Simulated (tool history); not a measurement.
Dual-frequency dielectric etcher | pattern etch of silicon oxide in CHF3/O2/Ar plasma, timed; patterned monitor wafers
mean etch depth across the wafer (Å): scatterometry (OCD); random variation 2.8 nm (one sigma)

run	day	source power (W)	bias power (W)	etch time (s)	mean etch depth across the wafer (Å)
1	0	470	220	379.5	7658.1
2	0.371	410	220	379.5	7296.6
3	0.454	370	220	379.5	6962.3
4	0.654	350	206	374	6614.4
5	0.983	330	197	370.5	6230.6
6	1.354	380	197	370.5	6626.5
7	1.696	350	191	369	6326
8	1.833	330	188	368.5	6170.1

Run 9 comes next. What will it give?
9	2.175	320	186	368	?

Run 9 gave mean etch depth across the wafer (Å) 6043.

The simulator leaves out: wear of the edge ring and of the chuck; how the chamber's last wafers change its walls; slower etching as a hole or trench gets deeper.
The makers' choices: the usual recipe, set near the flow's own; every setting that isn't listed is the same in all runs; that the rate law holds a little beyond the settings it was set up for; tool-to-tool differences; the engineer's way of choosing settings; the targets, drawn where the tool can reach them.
